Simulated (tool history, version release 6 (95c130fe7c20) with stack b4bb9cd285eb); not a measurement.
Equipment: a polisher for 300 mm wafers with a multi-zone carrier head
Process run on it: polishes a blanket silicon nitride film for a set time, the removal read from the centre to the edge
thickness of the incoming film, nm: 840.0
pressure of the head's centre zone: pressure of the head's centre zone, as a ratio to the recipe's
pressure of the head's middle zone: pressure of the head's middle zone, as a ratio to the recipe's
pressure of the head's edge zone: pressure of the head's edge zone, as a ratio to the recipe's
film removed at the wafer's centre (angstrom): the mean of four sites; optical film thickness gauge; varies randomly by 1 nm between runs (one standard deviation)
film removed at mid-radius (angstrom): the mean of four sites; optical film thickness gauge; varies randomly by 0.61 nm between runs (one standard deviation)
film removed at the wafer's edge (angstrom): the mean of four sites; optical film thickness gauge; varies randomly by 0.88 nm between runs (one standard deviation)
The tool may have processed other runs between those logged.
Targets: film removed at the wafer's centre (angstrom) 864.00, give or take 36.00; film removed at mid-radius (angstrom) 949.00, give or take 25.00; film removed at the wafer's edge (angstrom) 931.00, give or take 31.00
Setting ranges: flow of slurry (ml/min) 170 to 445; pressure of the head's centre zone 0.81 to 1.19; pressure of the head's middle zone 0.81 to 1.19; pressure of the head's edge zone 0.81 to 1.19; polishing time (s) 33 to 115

run  hour  flow of slurry (ml/min)  pressure of the head's centre zone  pressure of the head's middle zone  pressure of the head's edge zone  polishing time (s)  film removed at the wafer's centre (angstrom)  film removed at mid-radius (angstrom)  film removed at the wafer's edge (angstrom)
  1   0.0                      285                                1.00                                1.00                              1.00                  73                                        1211.00                                1185.60                                      1231.90
  2   8.7                      285                                0.97                                1.00                              1.00                  73                                        1145.70                                1181.20                                      1244.70
  3  10.5                      285                                0.96                                1.00                              0.97                  70                                        1123.10                                1127.10                                      1174.70
  4  12.9                      280                                0.94                                1.01                              0.95                  67                                        1019.00                                1088.30                                      1096.30
  5  15.2                      280                                0.94                                1.05                              0.95                  67                                        1023.20                                1116.00                                      1107.50
  6  20.6                      280                                0.89                                1.05                              0.95                  67                                         952.89                                1123.70                                      1105.50
  7  24.1                      275                                0.89                                1.03                              0.93                  66                                         951.31                                1085.10                                      1081.10
  8  26.6                      260                                0.87                                0.99                              0.83                  57                                         784.97                                 904.94                                       878.21
  9  32.7                      270                                0.88                                0.99                              0.84                  57                                         818.16                                 916.57                                       875.49
 10  35.0                      290                                0.88                                0.99                              0.94                  59                                         835.37                                 946.15                                       964.01

Next run, 5 choices. One meets every target within its allowed miss, the rest don't. Which?
  A  37.3                      280                                0.90                                1.09                              0.86                  59                                              ?                                      ?                                            ?
  B  37.3                      290                                1.00                                1.05                              0.86                  59                                              ?                                      ?                                            ?
  C  37.3                      270                                0.87                                1.05                              0.81                  61                                              ?                                      ?                                            ?
  D  37.3                      290                                0.87                                0.90                              1.01                  62                                              ?                                      ?                                            ?
  E  37.3                      380                                0.96                                1.07                              1.00                  54                                              ?                                      ?                                            ?

move  film removed at the wafer's centre (angstrom)  film removed at mid-radius (angstrom)  film removed at the wafer's edge (angstrom)
   A                                         861.22                                1026.10                                       931.72
   B                                         961.68                                1002.10                                       934.92
   C                                         856.23                                1028.40                                       935.54
   D                                         877.42                                 945.06                                      1060.80
   E                                         868.91                                 953.65                                       935.79
A: brings the last run's worst result on target, with another outside its allowed miss
B: brings the last run's worst result on target, with another outside its allowed miss
C: brings the last run's worst result on target, with another outside its allowed miss
D: further off than the last run
E: each result inside its tolerance
Move E is the one to make.

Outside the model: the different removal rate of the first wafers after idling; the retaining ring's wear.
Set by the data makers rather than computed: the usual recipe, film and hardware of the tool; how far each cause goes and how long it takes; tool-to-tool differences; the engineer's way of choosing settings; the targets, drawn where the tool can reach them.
